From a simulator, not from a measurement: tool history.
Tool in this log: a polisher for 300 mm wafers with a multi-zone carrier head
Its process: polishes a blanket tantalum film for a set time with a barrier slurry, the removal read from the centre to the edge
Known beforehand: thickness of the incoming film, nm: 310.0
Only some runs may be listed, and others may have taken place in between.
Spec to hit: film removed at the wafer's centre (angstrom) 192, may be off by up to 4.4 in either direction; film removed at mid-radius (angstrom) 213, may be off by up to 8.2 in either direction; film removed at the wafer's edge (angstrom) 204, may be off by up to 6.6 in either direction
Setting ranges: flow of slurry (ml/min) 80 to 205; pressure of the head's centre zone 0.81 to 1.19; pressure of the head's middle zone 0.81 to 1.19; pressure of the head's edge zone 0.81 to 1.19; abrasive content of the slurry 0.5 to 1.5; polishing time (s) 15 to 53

run	hour	flow of slurry (ml/min)	pressure of the head's centre zone	pressure of the head's middle zone	pressure of the head's edge zone	abrasive content of the slurry	polishing time (s)	film removed at the wafer's centre (angstrom)	film removed at mid-radius (angstrom)	film removed at the wafer's edge (angstrom)
1	0	135	1	1	1	1	34	285.65	287.34	291.72
2	4.4	135	1	0.95	1	1	34	284.4	274.31	295.45
3	12.7	150	1	0.95	1	1	34	289.22	282.26	294.25
4	14.7	155	0.97	0.94	0.97	0.85	33	260.09	255.76	275.44
5	16.6	155	0.96	0.97	0.94	0.75	32	232.67	234.77	242.54
6	24.8	140	0.96	0.97	0.94	0.75	32	227.7	239.54	240.23
7	26.9	135	0.95	0.96	0.91	0.7	32	216.29	223.83	227.58
8	30.9	125	0.94	0.97	0.9	0.7	32	212.66	219.33	222.32
9	38.5	115	0.93	0.98	0.89	0.7	32	206.06	220.23	220.62
10	43.2	110	0.93	0.99	0.87	0.7	32	203.34	221.27	216.4
11	47.6	110	0.93	0.99	0.87	0.7	32	202.99	219.63	214

Below are 4 possible settings for the next run. Only one of them brings all results inside the allowed miss of their targets. Which is it?
A	52	100	0.84	1.06	0.85	0.6	37	?	?	?
B	52	105	0.89	0.97	0.89	0.7	32	?	?	?
C	52	110	0.94	1.05	0.91	0.65	31	?	?	?
D	52	105	0.91	1.15	0.81	0.8	29	?	?	?

move	film removed at the wafer's centre (angstrom)	film removed at mid-radius (angstrom)	film removed at the wafer's edge (angstrom)
A	192.66	236.98	228.46
B	195.25	213.49	222.33
C	194.15	211.11	210.23
D	193.24	231.06	205.51
A: puts the biggest miss on target and leaves a different result outside tolerance
B: puts the biggest miss on target and leaves a different result outside tolerance
C: all results in spec
D: puts the biggest miss on target and leaves a different result outside tolerance
C meets every target.
